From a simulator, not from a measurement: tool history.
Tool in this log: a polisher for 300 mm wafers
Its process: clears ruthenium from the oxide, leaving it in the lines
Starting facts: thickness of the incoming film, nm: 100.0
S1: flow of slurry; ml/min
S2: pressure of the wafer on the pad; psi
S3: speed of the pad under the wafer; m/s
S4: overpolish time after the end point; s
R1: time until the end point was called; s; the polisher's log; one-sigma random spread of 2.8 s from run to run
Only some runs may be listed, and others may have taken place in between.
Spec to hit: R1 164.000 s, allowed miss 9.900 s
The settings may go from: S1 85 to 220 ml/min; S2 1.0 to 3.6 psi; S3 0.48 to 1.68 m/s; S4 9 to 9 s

run	hour	S1	S2	S3	S4	R1
1	0.0	140	2.3	1.08	9	93.208
2	8.5	140	2.0	1.08	9	103.660
3	11.7	140	1.8	1.06	9	114.620
4	15.4	140	1.6	1.04	9	125.850
5	19.7	140	1.9	1.04	9	110.990
6	23.5	105	1.9	1.04	9	114.050
7	25.3	105	1.9	1.04	9	119.980
8	26.6	105	1.7	1.02	9	129.180
9	33.5	105	1.6	1.02	9	133.010
10	40.8	105	1.5	1.02	9	143.900
11	41.6	105	1.4	1.02	9	146.990

5 candidate next runs follow, results not yet known. Just one meets every target within its allowed miss. Identify it.
A	42.4	115	1.3	0.84	9	?
B	42.4	95	1.0	1.00	9	?
C	42.4	100	1.5	1.14	9	?
D	42.4	95	1.0	1.02	9	?
E	42.4	90	1.3	0.98	9	?

move	R1
A	188.830
B	195.260
C	129.900
D	191.550
E	169.080
A: moves the result that the last run missed by most past its target, out the other side
B: moves the result that the last run missed by most past its target, out the other side
C: misses by more than the last run did
D: moves the result that the last run missed by most past its target, out the other side
E: every result within its allowed miss
The move that meets every target is E.
